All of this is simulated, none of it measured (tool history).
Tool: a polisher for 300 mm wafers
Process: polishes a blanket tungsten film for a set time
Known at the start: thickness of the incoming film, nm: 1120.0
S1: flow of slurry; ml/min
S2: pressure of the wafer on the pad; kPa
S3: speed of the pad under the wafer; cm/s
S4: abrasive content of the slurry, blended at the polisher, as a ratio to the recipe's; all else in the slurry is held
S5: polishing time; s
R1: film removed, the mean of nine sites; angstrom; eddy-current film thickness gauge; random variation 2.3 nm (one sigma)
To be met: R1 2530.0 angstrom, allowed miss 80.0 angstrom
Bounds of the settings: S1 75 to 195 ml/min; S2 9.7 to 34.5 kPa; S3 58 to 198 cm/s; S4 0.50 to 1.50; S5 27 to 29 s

| run | day | S1 | S2 | S3 | S4 | S5 | R1 |
|---|---|---|---|---|---|---|---|
| 1 | 0.000 | 125 | 22.1 | 128 | 1.00 | 29 | 1630.7 |
| 2 | 0.300 | 125 | 22.1 | 128 | 1.00 | 27 | 1549.4 |
| 3 | 0.325 | 135 | 24.8 | 128 | 1.00 | 27 | 1697.1 |
| 4 | 0.475 | 135 | 24.8 | 128 | 1.15 | 27 | 1721.9 |
| 5 | 0.717 | 135 | 27.6 | 130 | 1.15 | 27 | 1869.4 |
| 6 | 0.888 | 105 | 27.6 | 130 | 1.15 | 27 | 1775.8 |
| 7 | 1.088 | 120 | 29.6 | 132 | 1.15 | 27 | 1930.6 |
| 8 | 1.162 | 120 | 34.5 | 146 | 1.15 | 27 | 2432.0 |
| 9 | 1.192 | 125 | 34.5 | 146 | 1.15 | 27 | 2441.7 |
| 10 | 1.462 | 130 | 34.5 | 146 | 1.15 | 27 | 2417.9 |

Which of these 5 next moves meets every target?
| A | 1.733 | 175 | 31.0 | 140 | 1.25 | 27 | ? |
| B | 1.733 | 155 | 29.6 | 162 | 0.95 | 27 | ? |
| C | 1.733 | 145 | 32.4 | 124 | 1.50 | 29 | ? |
| D | 1.733 | 130 | 33.1 | 146 | 1.20 | 27 | ? |
| E | 1.733 | 115 | 30.3 | 160 | 1.10 | 29 | ? |

| move | R1 |
|---|---|
| A | 2360.5 |
| B | 2398.5 |
| C | 2363.5 |
| D | 2410.0 |
| E | 2529.1 |
A: further off than the last run
B: further off than the last run
C: further off than the last run
D: further off than the last run
E: meets every target
The right move is E.
